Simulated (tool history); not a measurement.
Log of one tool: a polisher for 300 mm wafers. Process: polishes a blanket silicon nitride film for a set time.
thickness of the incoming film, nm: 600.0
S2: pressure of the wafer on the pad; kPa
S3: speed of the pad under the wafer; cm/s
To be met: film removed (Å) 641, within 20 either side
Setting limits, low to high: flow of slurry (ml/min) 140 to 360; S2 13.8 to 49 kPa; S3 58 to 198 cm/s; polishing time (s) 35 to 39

run 1 hour=0 | flow_of_slurry_(ml/min)=230 S2=31 S3=128 polishing_time_(s)=39 | film_removed_(Å)=1032.8
run 2 hour=6.2 | flow_of_slurry_(ml/min)=230 S2=24.8 S3=128 polishing_time_(s)=39 | film_removed_(Å)=823.33
run 3 hour=7.5 | flow_of_slurry_(ml/min)=210 S2=24.8 S3=128 polishing_time_(s)=39 | film_removed_(Å)=815.44
run 4 hour=11.3 | flow_of_slurry_(ml/min)=205 S2=23.4 S3=128 polishing_time_(s)=39 | film_removed_(Å)=760.1
run 5 hour=17.3 | flow_of_slurry_(ml/min)=195 S2=22.8 S3=128 polishing_time_(s)=39 | film_removed_(Å)=750.06
run 6 hour=18.7 | flow_of_slurry_(ml/min)=195 S2=22.8 S3=128 polishing_time_(s)=35 | film_removed_(Å)=661.8
run 7 hour=20.9 | flow_of_slurry_(ml/min)=190 S2=22.8 S3=128 polishing_time_(s)=35 | film_removed_(Å)=662.1
run 8 hour=27.4 | flow_of_slurry_(ml/min)=185 S2=22.8 S3=128 polishing_time_(s)=35 | film_removed_(Å)=665.97

Of the 5 settings listed for the next run, only one would bring every result within its allowed miss of target. Which one?
run A hour=33.9 | flow_of_slurry_(ml/min)=195 S2=25.5 S3=116 polishing_time_(s)=37 | film_removed_(Å)=?
run B hour=33.9 | flow_of_slurry_(ml/min)=160 S2=17.9 S3=166 polishing_time_(s)=38 | film_removed_(Å)=?
run C hour=33.9 | flow_of_slurry_(ml/min)=145 S2=19.3 S3=130 polishing_time_(s)=38 | film_removed_(Å)=?
run D hour=33.9 | flow_of_slurry_(ml/min)=240 S2=36.5 S3=58 polishing_time_(s)=39 | film_removed_(Å)=?
run E hour=33.9 | flow_of_slurry_(ml/min)=190 S2=23.4 S3=106 polishing_time_(s)=35 | film_removed_(Å)=?

move=A film_removed_(Å)=720.52
move=B film_removed_(Å)=684.55
move=C film_removed_(Å)=595.37
move=D film_removed_(Å)=633.8
move=E film_removed_(Å)=582.62
A: misses by more than the last run did
B: misses by more than the last run did
C: carries the result that was furthest off beyond its target, to the other side
D: every result within its allowed miss
E: carries the result that was furthest off beyond its target, to the other side
Answer: D
